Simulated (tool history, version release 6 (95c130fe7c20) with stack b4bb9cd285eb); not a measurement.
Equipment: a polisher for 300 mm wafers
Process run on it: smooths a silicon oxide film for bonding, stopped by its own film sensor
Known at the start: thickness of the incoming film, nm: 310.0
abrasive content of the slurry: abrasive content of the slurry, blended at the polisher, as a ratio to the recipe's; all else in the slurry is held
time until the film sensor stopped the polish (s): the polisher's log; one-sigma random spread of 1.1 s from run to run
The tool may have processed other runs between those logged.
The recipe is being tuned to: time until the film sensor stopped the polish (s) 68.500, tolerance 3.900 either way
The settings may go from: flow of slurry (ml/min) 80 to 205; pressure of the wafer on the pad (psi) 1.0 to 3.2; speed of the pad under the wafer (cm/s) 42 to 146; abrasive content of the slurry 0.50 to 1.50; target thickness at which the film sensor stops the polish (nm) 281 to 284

run	day	flow of slurry (ml/min)	pressure of the wafer on the pad (psi)	speed of the pad under the wafer (cm/s)	abrasive content of the slurry	target thickness at which the film sensor stops the polish (nm)	time until the film sensor stopped the polish (s)
1	0.000	135	2.1	94	1.00	281	43.457
2	0.033	135	1.9	92	1.00	281	47.413
3	0.058	135	1.9	112	1.00	281	40.719
4	0.379	135	1.9	112	0.85	281	41.554
5	0.454	135	1.6	108	0.85	281	52.395
6	0.825	135	1.6	108	0.85	284	45.989
7	1.088	135	1.4	104	0.85	284	53.289
8	1.221	135	1.3	102	0.85	284	55.303
9	1.575	135	1.2	100	0.85	284	60.371

Pick the move, out of 5, that brings all results within their allowed miss; only one does.
A	1.929	120	1.1	90	0.85	281	?
B	1.929	155	1.3	84	0.80	283	?
C	1.929	105	1.2	122	0.75	284	?
D	1.929	140	1.3	98	0.95	281	?
E	1.929	120	1.3	102	0.95	282	?

move	time until the film sensor stopped the polish (s)
A	79.767
B	68.065
C	56.798
D	61.165
E	58.715
A: takes the result that was furthest off past its target
B: each result inside its tolerance
C: lands further from the targets than the last run did
D: better than the last run, though not everything is in spec
E: lands further from the targets than the last run did
The move that meets every target is B.
